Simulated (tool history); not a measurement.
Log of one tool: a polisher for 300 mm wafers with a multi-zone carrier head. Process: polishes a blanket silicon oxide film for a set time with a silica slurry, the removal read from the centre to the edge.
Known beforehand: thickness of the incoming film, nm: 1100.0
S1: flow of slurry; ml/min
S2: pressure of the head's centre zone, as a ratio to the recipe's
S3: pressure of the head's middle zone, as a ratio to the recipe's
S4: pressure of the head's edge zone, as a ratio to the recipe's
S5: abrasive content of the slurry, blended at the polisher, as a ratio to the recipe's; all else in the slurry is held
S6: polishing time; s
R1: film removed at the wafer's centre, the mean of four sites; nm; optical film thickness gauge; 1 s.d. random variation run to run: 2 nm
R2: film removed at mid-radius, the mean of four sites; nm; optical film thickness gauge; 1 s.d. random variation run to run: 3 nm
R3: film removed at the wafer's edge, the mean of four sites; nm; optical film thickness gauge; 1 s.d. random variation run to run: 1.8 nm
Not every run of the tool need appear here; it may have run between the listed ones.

run  hour   S1    S2    S3    S4    S5  S6      R1      R2      R3
  1     0  135     1     1     1     1  62  311.98  318.31  309.11
  2   6.5  130  0.97     1  0.97  0.85  60  268.94   283.4  280.72
  3  13.5  130  0.97     1  0.97  0.85  54  249.75  247.23  250.51
  4  19.1  130  0.97  0.93  0.97  0.85  54  247.31  240.26  250.97
  5  22.4  130  0.97  0.93  0.97  0.85  48  214.89   205.9  223.16
  6  26.2  130  0.97  0.93  0.97  0.75  48  203.62  201.77   211.1
  7  34.2  130  0.96  0.98  0.96   0.7  48  203.07  202.93  205.49

For run 8, what comes out?
  8  40.9  125  0.93  1.02  0.95  0.7  48   ?   ?   ?

{"run 8": {"R1": 191.6, "R2": 207.54, "R3": 201.01}}

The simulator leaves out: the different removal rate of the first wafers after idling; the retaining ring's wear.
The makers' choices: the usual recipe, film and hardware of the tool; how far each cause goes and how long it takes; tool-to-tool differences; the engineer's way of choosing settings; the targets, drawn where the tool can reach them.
